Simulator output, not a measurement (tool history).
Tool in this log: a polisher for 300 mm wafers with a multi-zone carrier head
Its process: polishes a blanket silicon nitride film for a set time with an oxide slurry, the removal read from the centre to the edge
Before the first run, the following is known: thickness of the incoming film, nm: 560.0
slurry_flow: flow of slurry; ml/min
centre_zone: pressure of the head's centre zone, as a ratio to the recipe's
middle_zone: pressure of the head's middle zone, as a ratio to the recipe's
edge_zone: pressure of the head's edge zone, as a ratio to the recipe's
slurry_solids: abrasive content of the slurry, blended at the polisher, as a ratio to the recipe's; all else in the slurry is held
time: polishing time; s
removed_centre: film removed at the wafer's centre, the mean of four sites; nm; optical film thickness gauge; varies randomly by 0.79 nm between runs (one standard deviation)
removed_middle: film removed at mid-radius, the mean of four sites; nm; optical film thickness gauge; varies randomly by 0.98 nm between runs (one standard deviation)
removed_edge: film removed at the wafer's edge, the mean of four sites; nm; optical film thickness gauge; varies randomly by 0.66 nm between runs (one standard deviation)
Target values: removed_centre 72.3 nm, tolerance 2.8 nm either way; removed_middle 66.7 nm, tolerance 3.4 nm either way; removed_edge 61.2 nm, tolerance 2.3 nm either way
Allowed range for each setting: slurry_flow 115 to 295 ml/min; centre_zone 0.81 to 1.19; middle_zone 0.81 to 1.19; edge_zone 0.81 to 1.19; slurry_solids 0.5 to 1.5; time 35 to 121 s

run	day	slurry_flow	centre_zone	middle_zone	edge_zone	slurry_solids	time	removed_centre	removed_middle	removed_edge
1	0	190	1	1	1	1	78	83.503	80.92	83.349
2	0.312	190	1.02	1.01	0.97	0.9	78	80	80.731	78.196
3	0.554	190	0.95	1.01	0.97	0.9	78	76.326	79.766	79.86
4	0.9	155	0.95	1.01	0.97	0.9	78	72.779	74.465	75.709
5	1.208	150	0.98	1	0.95	0.85	78	72.572	70.781	73.599
6	1.283	145	1.01	1.01	0.93	0.8	78	71.935	70.563	70.333
7	1.558	140	1.03	1.01	0.91	0.8	78	73.275	69.79	69.261
8	1.629	140	1.04	1.02	0.89	0.8	78	73.273	72.221	69.417
9	1.796	140	1.06	1.02	0.88	0.75	78	72.96	68.176	67.445
10	1.975	140	1.08	1.03	0.87	0.75	78	75.666	70.776	66.017
11	2.117	140	1.08	1.03	0.86	0.75	78	72.76	69.849	64.796
12	2.404	140	1.09	1.03	0.85	0.75	78	76.655	68.496	65.053
13	2.471	140	1.09	1.04	0.84	0.75	78	74.524	71.723	65.829
14	2.625	140	1.09	1.04	0.84	0.75	78	75.266	70.867	65.016
15	2.721	140	1.09	1.04	0.83	0.75	78	75.671	70.583	65.271

Consider the 5 candidate settings below. Which is the only one whose results all fall within their allowed miss of target?
A	2.817	165	1.11	1.08	0.88	0.6	75	?	?	?
B	2.817	140	1.13	0.98	0.87	0.5	78	?	?	?
C	2.817	115	1.14	1.01	0.81	0.7	74	?	?	?
D	2.817	115	1.05	0.86	0.85	0.85	82	?	?	?
E	2.817	140	1.06	1.01	0.92	0.8	68	?	?	?

move	removed_centre	removed_middle	removed_edge
A	70.335	67.729	60.909
B	65.874	57.854	57.149
C	65.5	59.197	56.584
D	71.71	61.557	68.844
E	63.954	61.377	60.595
A: meets every target
B: the result that was furthest off in the last run now lies on the other side of its target
C: the result that was furthest off in the last run now lies on the other side of its target
D: its largest miss is bigger than the last run's
E: gets the furthest-off result to its target, but another result is out of tolerance
The move that meets every target is A.

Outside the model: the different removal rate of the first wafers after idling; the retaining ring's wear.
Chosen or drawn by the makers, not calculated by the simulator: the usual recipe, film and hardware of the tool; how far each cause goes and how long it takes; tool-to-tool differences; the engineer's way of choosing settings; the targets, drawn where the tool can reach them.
